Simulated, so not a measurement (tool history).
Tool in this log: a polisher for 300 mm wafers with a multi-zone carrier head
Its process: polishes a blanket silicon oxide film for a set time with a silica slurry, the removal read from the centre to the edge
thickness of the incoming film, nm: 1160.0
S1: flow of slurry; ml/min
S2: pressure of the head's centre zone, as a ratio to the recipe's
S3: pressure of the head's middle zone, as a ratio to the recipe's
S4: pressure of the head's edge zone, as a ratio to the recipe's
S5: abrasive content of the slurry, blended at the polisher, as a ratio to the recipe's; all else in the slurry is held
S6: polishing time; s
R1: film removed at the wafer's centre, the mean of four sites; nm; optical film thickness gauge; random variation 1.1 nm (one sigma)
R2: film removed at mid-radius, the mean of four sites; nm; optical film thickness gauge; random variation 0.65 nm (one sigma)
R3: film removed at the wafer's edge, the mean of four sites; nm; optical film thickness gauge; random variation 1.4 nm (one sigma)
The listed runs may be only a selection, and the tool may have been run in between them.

run 1 hour=0 | S1=275 S2=1 S3=1 S4=1 S5=1 S6=34 | R1=96.769 R2=86.407 R3=88.869
run 2 hour=8.4 | S1=275 S2=0.95 S3=1 S4=1 S5=1 S6=34 | R1=89.728 R2=87.025 R3=86.36
run 3 hour=13.7 | S1=265 S2=0.94 S3=0.98 S4=1.06 S5=1.1 S6=34 | R1=95.855 R2=89.815 R3=91.977
run 4 hour=20.9 | S1=265 S2=1 S3=0.98 S4=1.06 S5=1.1 S6=34 | R1=101.88 R2=88.882 R3=92.224
run 5 hour=21.8 | S1=275 S2=0.93 S3=0.94 S4=1.11 S5=1.15 S6=35 | R1=99.805 R2=91.941 R3=98.986
run 6 hour=30.5 | S1=275 S2=0.9 S3=0.94 S4=1.11 S5=1.15 S6=35 | R1=96.83 R2=91.554 R3=99.759

Run 7 has not been measured yet. What should we expect?
-- hour=32.6 centre zone pressure recalibrated
run 7 hour=32.6 | S1=285 S2=0.88 S3=0.94 S4=1.14 S5=1.2 S6=35 | R1=? R2=? R3=?

Run 7 came out at R1 89.026 nm, R2 93.822 nm, R3 103.93 nm.

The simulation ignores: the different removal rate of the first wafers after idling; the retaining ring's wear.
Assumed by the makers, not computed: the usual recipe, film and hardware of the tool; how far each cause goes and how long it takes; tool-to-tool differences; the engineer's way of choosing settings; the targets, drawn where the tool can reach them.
